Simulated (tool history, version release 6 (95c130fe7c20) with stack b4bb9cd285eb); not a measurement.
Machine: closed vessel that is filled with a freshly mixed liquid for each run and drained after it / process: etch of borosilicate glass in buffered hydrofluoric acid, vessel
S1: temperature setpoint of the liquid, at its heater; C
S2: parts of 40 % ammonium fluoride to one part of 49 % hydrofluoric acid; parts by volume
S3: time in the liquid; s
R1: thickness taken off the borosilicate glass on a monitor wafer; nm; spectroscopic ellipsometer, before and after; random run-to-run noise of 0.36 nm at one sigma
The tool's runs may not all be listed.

{"run": 1, "hour": 0.0, "S1": 23, "S2": 18.5, "S3": 100, "R1": 80.543}
{"run": 2, "hour": 4.7, "S1": 23, "S2": 18.5, "S3": 100, "R1": 80.779}
{"run": 3, "hour": 10.7, "S1": 23, "S2": 18.5, "S3": 100, "R1": 80.645}
{"run": 4, "hour": 14.8, "S1": 21.5, "S2": 20, "S3": 100, "R1": 67.955}
{"run": 5, "hour": 22.6, "S1": 19, "S2": 20, "S3": 100, "R1": 60.078}
{"run": 6, "hour": 29.5, "S1": 19, "S2": 20, "S3": 105, "R1": 62.534}
{"run": 7, "hour": 36.5, "S1": 18.5, "S2": 21, "S3": 105, "R1": 59.694}
{"run": 8, "hour": 43.2, "S1": 18, "S2": 22, "S3": 105, "R1": 55.616}
{"run": 9, "hour": 45.1, "S1": 18, "S2": 23, "S3": 105, "R1": 54.566}
{"hour": 51.4, "done": "thermometer replaced"}
{"run": 10, "hour": 51.4, "S1": 18, "S2": 23, "S3": 105, "R1": 49.1}

Forecast run 11:
{"run": 11, "hour": 54.3, "S1": 17.5, "S2": 23.5, "S3": 105, "R1": "?"}

Run 11 came out at R1 46.959 nm.
